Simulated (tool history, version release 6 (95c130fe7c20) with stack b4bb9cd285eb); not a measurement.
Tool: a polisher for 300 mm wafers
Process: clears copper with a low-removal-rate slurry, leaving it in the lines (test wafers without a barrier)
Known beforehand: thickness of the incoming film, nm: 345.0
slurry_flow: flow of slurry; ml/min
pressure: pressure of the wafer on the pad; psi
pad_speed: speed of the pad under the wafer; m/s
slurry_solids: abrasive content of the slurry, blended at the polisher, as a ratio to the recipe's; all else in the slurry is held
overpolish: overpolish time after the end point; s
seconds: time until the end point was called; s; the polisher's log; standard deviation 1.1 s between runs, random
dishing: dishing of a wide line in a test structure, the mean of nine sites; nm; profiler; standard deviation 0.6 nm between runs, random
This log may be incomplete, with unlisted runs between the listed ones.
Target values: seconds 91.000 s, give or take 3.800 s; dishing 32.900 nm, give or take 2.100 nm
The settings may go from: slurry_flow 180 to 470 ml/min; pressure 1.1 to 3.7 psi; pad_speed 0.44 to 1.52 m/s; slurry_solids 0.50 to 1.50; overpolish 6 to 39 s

| run | hour | slurry_flow | pressure | pad_speed | slurry_solids | overpolish | seconds | dishing |
|---|---|---|---|---|---|---|---|---|
| 1 | 0.0 | 300 | 2.4 | 0.98 | 1.00 | 20 | 127.130 | 33.487 |
| 2 | 4.8 | 300 | 2.4 | 1.18 | 1.00 | 20 | 108.720 | 39.170 |
| 3 | 12.7 | 300 | 2.4 | 1.18 | 0.85 | 20 | 110.720 | 38.774 |
| 4 | 17.8 | 300 | 2.4 | 1.18 | 0.85 | 19 | 109.760 | 36.812 |
| 5 | 24.2 | 300 | 1.9 | 1.18 | 0.85 | 19 | 136.500 | 29.449 |
| 6 | 29.5 | 365 | 1.9 | 1.18 | 0.85 | 19 | 136.620 | 29.854 |
| 7 | 34.4 | 365 | 2.0 | 1.18 | 0.85 | 18 | 129.560 | 28.567 |
| 8 | 39.3 | 365 | 2.1 | 1.18 | 0.85 | 18 | 122.600 | 30.406 |
| 9 | 44.7 | 365 | 2.2 | 1.18 | 0.85 | 18 | 119.510 | 32.856 |
| 10 | 48.5 | 365 | 2.3 | 1.18 | 0.85 | 17 | 113.890 | 32.978 |
| 11 | 52.6 | 365 | 2.3 | 1.18 | 0.85 | 16 | 113.600 | 30.874 |
| 12 | 60.3 | 365 | 2.4 | 1.18 | 0.85 | 16 | 108.320 | 32.522 |
| 13 | 68.6 | 365 | 2.6 | 1.18 | 0.85 | 14 | 101.660 | 30.329 |

Consider the 5 candidate settings below. Which is the only one whose results all fall within their allowed miss of target?
| A | 76.9 | 325 | 2.5 | 1.36 | 0.80 | 14 | ? | ? |
| B | 76.9 | 400 | 2.9 | 1.24 | 0.60 | 11 | ? | ? |
| C | 76.9 | 325 | 2.7 | 1.26 | 0.95 | 12 | ? | ? |
| D | 76.9 | 385 | 2.8 | 1.34 | 1.00 | 12 | ? | ? |
| E | 76.9 | 335 | 3.0 | 1.14 | 0.85 | 11 | ? | ? |

| move | seconds | dishing |
|---|---|---|
| A | 94.346 | 33.021 |
| B | 91.342 | 27.563 |
| C | 91.831 | 29.591 |
| D | 81.451 | 32.995 |
| E | 92.706 | 27.228 |
A: in spec on every target
B: brings the last run's worst result on target, with another outside its allowed miss
C: brings the last run's worst result on target, with another outside its allowed miss
D: the result that was furthest off in the last run now lies on the other side of its target
E: brings the last run's worst result on target, with another outside its allowed miss
Answer: A
